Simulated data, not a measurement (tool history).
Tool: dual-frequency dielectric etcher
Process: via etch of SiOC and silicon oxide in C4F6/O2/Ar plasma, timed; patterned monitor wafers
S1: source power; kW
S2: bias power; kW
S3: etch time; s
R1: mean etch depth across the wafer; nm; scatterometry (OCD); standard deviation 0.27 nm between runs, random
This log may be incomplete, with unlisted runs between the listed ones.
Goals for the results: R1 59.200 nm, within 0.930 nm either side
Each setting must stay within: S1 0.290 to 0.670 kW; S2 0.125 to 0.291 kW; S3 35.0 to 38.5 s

{"run": 1, "hour": 0.0, "S1": 0.48, "S2": 0.208, "S3": 38.5, "R1": 52.79}
{"run": 2, "hour": 4.2, "S1": 0.48, "S2": 0.208, "S3": 38.5, "R1": 51.825}
{"run": 3, "hour": 10.6, "S1": 0.48, "S2": 0.208, "S3": 38.5, "R1": 51.887}
{"run": 4, "hour": 14.7, "S1": 0.55, "S2": 0.208, "S3": 38.5, "R1": 54.917}
{"run": 5, "hour": 15.8, "S1": 0.55, "S2": 0.208, "S3": 35.0, "R1": 50.095}
{"run": 6, "hour": 17.5, "S1": 0.55, "S2": 0.19, "S3": 35.0, "R1": 49.192}
{"run": 7, "hour": 19.5, "S1": 0.58, "S2": 0.208, "S3": 35.0, "R1": 50.915}
{"run": 8, "hour": 21.7, "S1": 0.6, "S2": 0.228, "S3": 35.5, "R1": 53.751}
{"run": 9, "hour": 24.5, "S1": 0.61, "S2": 0.239, "S3": 35.5, "R1": 54.664}
{"run": 10, "hour": 32.9, "S1": 0.62, "S2": 0.249, "S3": 35.5, "R1": 55.766}
{"run": 11, "hour": 40.0, "S1": 0.63, "S2": 0.256, "S3": 35.5, "R1": 56.749}
{"run": 12, "hour": 48.2, "S1": 0.64, "S2": 0.261, "S3": 35.5, "R1": 57.28}

Which one of the following 5 next-run settings gets every result inside its allowed miss? There is exactly one.
{"run": "A", "hour": 56.4, "S1": 0.6, "S2": 0.269, "S3": 36.5, "R1": "?"}
{"run": "B", "hour": 56.4, "S1": 0.67, "S2": 0.236, "S3": 35.5, "R1": "?"}
{"run": "C", "hour": 56.4, "S1": 0.61, "S2": 0.221, "S3": 38.0, "R1": "?"}
{"run": "D", "hour": 56.4, "S1": 0.67, "S2": 0.226, "S3": 36.5, "R1": "?"}
{"run": "E", "hour": 56.4, "S1": 0.65, "S2": 0.267, "S3": 36.5, "R1": "?"}

move=A R1=57.790
move=B R1=56.751
move=C R1=57.613
move=D R1=57.731
move=E R1=59.503
A: gains on the last run, yet a result remains outside its allowed miss
B: further off than the last run
C: gains on the last run, yet a result remains outside its allowed miss
D: gains on the last run, yet a result remains outside its allowed miss
E: in spec on every target
E meets every target.
